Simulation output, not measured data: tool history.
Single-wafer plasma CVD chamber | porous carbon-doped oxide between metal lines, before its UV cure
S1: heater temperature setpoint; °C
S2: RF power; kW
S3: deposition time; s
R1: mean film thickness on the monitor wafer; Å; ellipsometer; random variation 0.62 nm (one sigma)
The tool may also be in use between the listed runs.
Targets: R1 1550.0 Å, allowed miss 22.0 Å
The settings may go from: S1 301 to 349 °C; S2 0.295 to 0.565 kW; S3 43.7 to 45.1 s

Run 1, hour 0.0: S1 325 °C, S2 0.430 kW, S3 43.7 s. Result: R1 1769.0 Å.
Run 2, hour 3.2: S1 325 °C, S2 0.430 kW, S3 43.7 s. Result: R1 1768.8 Å.
Run 3, hour 10.1: S1 320 °C, S2 0.430 kW, S3 43.7 s. Result: R1 1823.6 Å.
Run 4, hour 18.9: S1 320 °C, S2 0.400 kW, S3 43.7 s. Result: R1 1744.0 Å.
Run 5, hour 26.3: S1 320 °C, S2 0.400 kW, S3 43.7 s. Result: R1 1741.4 Å.
Run 6, hour 27.8: S1 320 °C, S2 0.400 kW, S3 45.1 s. Result: R1 1809.1 Å.
Run 7, hour 29.0: S1 328 °C, S2 0.395 kW, S3 45.1 s. Result: R1 1710.7 Å.
Run 8, hour 34.1: S1 333 °C, S2 0.395 kW, S3 45.1 s. Result: R1 1663.3 Å.
Run 9, hour 40.1: S1 337 °C, S2 0.395 kW, S3 45.1 s. Result: R1 1639.8 Å.
Run 10, hour 45.5: S1 340 °C, S2 0.395 kW, S3 45.1 s. Result: R1 1592.4 Å.
Run 11, hour 49.9: S1 340 °C, S2 0.395 kW, S3 45.1 s. Result: R1 1604.5 Å.

Which of these 4 next moves meets every target?
Run A, hour 54.3: S1 349 °C, S2 0.395 kW, S3 43.7 s. Result: R1 ?.
Run B, hour 54.3: S1 334 °C, S2 0.410 kW, S3 44.8 s. Result: R1 ?.
Run C, hour 54.3: S1 344 °C, S2 0.405 kW, S3 43.7 s. Result: R1 ?.
Run D, hour 54.3: S1 341 °C, S2 0.405 kW, S3 44.7 s. Result: R1 ?.

move      R1
   A  1490.9
   B  1680.6
   C  1548.9
   D  1607.2
A: takes the result that was furthest off past its target
B: further off than the last run
C: meets every target
D: as far off as the last run
The right move is C.
